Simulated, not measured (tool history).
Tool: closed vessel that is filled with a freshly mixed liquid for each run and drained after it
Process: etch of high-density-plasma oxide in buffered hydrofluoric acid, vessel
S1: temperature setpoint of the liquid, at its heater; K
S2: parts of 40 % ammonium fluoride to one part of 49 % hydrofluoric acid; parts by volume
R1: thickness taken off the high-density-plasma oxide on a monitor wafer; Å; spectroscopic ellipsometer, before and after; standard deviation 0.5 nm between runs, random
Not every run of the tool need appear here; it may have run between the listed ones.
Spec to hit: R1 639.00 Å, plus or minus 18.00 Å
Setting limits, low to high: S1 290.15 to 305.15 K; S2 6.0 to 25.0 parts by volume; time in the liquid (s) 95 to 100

run 1 hour=0.0 | S1=297.15 S2=15.5 time_in_the_liquid_(s)=95 | R1=1001.50
run 2 hour=2.0 | S1=297.15 S2=12.0 time_in_the_liquid_(s)=95 | R1=1287.30
run 3 hour=8.9 | S1=297.15 S2=8.0 time_in_the_liquid_(s)=95 | R1=1878.60
run 4 hour=10.8 | S1=296.15 S2=9.5 time_in_the_liquid_(s)=95 | R1=1511.90
run 5 hour=11.9 | S1=299.65 S2=9.5 time_in_the_liquid_(s)=95 | R1=1836.10
run 6 hour=16.3 | S1=299.65 S2=7.0 time_in_the_liquid_(s)=95 | R1=2489.90
run 7 hour=21.9 | S1=298.15 S2=8.5 time_in_the_liquid_(s)=95 | R1=1838.20
run 8 hour=26.7 | S1=296.65 S2=9.5 time_in_the_liquid_(s)=95 | R1=1546.70
run 9 hour=28.6 | S1=295.65 S2=10.5 time_in_the_liquid_(s)=95 | R1=1374.90
run 10 hour=32.3 | S1=294.65 S2=11.5 time_in_the_liquid_(s)=95 | R1=1185.90
run 11 hour=37.6 | S1=293.65 S2=12.5 time_in_the_liquid_(s)=95 | R1=1018.80
run 12 hour=41.7 | S1=293.15 S2=13.0 time_in_the_liquid_(s)=95 | R1=965.39
run 13 hour=46.0 | S1=290.15 S2=18.0 time_in_the_liquid_(s)=95 | R1=592.25

Exactly one of the 4 candidate moves below puts every result within its allowed miss. Which one?
run A hour=50.3 | S1=290.15 S2=16.5 time_in_the_liquid_(s)=100 | R1=?
run B hour=50.3 | S1=290.15 S2=19.0 time_in_the_liquid_(s)=95 | R1=?
run C hour=50.3 | S1=290.15 S2=20.0 time_in_the_liquid_(s)=100 | R1=?
run D hour=50.3 | S1=291.15 S2=17.5 time_in_the_liquid_(s)=95 | R1=?

move=A R1=664.29
move=B R1=548.99
move=C R1=549.29
move=D R1=630.43
A: moves the result that the last run missed by most past its target, out the other side
B: misses by more than the last run did
C: misses by more than the last run did
D: meets every target
So the answer is move D, the one that meets all the targets.

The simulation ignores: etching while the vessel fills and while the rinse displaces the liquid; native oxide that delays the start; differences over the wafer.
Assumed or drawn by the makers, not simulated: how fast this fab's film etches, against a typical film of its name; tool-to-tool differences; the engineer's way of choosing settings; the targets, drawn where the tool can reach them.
